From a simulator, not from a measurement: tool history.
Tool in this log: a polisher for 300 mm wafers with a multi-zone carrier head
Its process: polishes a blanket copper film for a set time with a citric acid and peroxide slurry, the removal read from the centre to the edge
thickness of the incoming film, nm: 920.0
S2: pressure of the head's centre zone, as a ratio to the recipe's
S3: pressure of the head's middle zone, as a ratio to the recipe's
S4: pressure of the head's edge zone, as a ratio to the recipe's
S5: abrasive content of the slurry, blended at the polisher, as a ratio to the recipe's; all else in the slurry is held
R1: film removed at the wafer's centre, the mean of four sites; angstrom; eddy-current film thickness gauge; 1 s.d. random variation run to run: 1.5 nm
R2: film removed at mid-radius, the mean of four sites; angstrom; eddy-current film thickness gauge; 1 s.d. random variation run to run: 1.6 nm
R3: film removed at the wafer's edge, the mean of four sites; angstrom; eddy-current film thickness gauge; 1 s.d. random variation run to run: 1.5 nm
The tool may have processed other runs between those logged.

run 1 hour=0 | flow_of_slurry_(ml/min)=135 S2=1 S3=1 S4=1 S5=1 polishing_time_(s)=60 | R1=1514.3 R2=1499.8 R3=1489
run 2 hour=4.4 | flow_of_slurry_(ml/min)=135 S2=1 S3=1 S4=1 S5=0.8 polishing_time_(s)=60 | R1=1465.7 R2=1415.4 R3=1440
run 3 hour=8.6 | flow_of_slurry_(ml/min)=135 S2=0.92 S3=1 S4=1 S5=0.8 polishing_time_(s)=60 | R1=1386.8 R2=1429 R3=1406.6
run 4 hour=17.2 | flow_of_slurry_(ml/min)=135 S2=0.92 S3=1 S4=1 S5=0.65 polishing_time_(s)=60 | R1=1299.9 R2=1374.9 R3=1356.6
run 5 hour=18 | flow_of_slurry_(ml/min)=135 S2=0.92 S3=1.05 S4=1 S5=0.65 polishing_time_(s)=60 | R1=1269.5 R2=1390.2 R3=1352.7
run 6 hour=20.2 | flow_of_slurry_(ml/min)=135 S2=0.92 S3=1.05 S4=1 S5=0.55 polishing_time_(s)=60 | R1=1237.6 R2=1348.5 R3=1305.8
run 7 hour=23 | flow_of_slurry_(ml/min)=135 S2=0.94 S3=1.01 S4=1.04 S5=0.55 polishing_time_(s)=59 | R1=1239.9 R2=1309.6 R3=1303.2

For run 8, what comes out?
run 8 hour=29.2 | flow_of_slurry_(ml/min)=125 S2=0.96 S3=0.96 S4=1.08 S5=0.6 polishing_time_(s)=59 | R1=? R2=? R3=?

{"run 8": {"R1": 1258.2, "R2": 1268.7, "R3": 1358.8}}
